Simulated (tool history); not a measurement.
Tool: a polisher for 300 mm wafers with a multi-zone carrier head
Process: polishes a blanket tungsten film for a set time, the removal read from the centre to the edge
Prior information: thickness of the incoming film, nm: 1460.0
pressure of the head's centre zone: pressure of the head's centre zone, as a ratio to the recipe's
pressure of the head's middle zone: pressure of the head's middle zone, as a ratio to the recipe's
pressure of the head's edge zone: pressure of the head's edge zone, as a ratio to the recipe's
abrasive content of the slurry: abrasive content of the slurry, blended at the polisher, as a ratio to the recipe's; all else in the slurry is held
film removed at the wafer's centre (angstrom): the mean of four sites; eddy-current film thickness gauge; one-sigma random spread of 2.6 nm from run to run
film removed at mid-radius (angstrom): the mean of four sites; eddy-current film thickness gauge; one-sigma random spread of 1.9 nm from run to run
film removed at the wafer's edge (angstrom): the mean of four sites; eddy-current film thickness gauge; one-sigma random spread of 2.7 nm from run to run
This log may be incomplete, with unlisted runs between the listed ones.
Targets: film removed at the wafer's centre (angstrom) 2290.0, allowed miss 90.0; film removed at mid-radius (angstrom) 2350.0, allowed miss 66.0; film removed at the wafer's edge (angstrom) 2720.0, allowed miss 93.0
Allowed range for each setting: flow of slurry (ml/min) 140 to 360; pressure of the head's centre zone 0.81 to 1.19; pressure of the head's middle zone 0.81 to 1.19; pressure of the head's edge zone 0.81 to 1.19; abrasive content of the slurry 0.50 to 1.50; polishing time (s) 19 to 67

| run | hour | flow of slurry (ml/min) | pressure of the head's centre zone | pressure of the head's middle zone | pressure of the head's edge zone | abrasive content of the slurry | polishing time (s) | film removed at the wafer's centre (angstrom) | film removed at mid-radius (angstrom) | film removed at the wafer's edge (angstrom) |
|---|---|---|---|---|---|---|---|---|---|---|
| 1 | 0.0 | 230 | 1.00 | 1.00 | 1.00 | 1.00 | 43 | 1656.1 | 1689.6 | 1694.8 |
| 2 | 5.3 | 230 | 0.99 | 0.98 | 1.05 | 1.15 | 46 | 1870.3 | 1869.2 | 1946.8 |
| 3 | 11.7 | 230 | 0.96 | 0.97 | 1.09 | 1.25 | 48 | 1951.0 | 1946.5 | 2118.1 |
| 4 | 18.6 | 235 | 0.94 | 0.97 | 1.12 | 1.30 | 50 | 2068.1 | 2071.8 | 2249.2 |
| 5 | 20.6 | 225 | 0.91 | 0.96 | 1.14 | 1.35 | 52 | 2099.6 | 2143.3 | 2365.5 |
| 6 | 23.2 | 235 | 0.89 | 0.95 | 1.15 | 1.40 | 53 | 2188.7 | 2218.6 | 2437.2 |
| 7 | 31.0 | 210 | 0.88 | 0.95 | 1.16 | 1.45 | 54 | 2118.7 | 2254.7 | 2573.1 |
| 8 | 32.9 | 210 | 0.89 | 0.95 | 1.16 | 1.45 | 54 | 2146.8 | 2238.2 | 2500.2 |
| 9 | 33.5 | 215 | 0.88 | 0.94 | 1.17 | 1.45 | 55 | 2183.5 | 2258.5 | 2580.1 |

Exactly one of the 5 candidate moves below puts every result within its allowed miss. Which one?
| A | 34.1 | 295 | 0.85 | 1.00 | 1.18 | 1.40 | 57 | ? | ? | ? |
| B | 34.1 | 150 | 0.84 | 0.83 | 1.08 | 1.50 | 61 | ? | ? | ? |
| C | 34.1 | 235 | 0.87 | 0.86 | 1.18 | 1.50 | 60 | ? | ? | ? |
| D | 34.1 | 225 | 0.97 | 0.93 | 1.18 | 1.50 | 57 | ? | ? | ? |
| E | 34.1 | 275 | 0.85 | 0.92 | 1.18 | 1.50 | 56 | ? | ? | ? |

| move | film removed at the wafer's centre (angstrom) | film removed at mid-radius (angstrom) | film removed at the wafer's edge (angstrom) |
|---|---|---|---|
| A | 2298.1 | 2557.1 | 2772.2 |
| B | 2258.4 | 2193.7 | 2718.8 |
| C | 2435.5 | 2363.8 | 2928.6 |
| D | 2467.5 | 2383.1 | 2769.0 |
| E | 2284.0 | 2372.9 | 2766.3 |
A: gets the furthest-off result to its target, but another result is out of tolerance
B: gets the furthest-off result to its target, but another result is out of tolerance
C: carries the result that was furthest off beyond its target, to the other side
D: gets the furthest-off result to its target, but another result is out of tolerance
E: all results in spec
Go with E: it meets all targets.
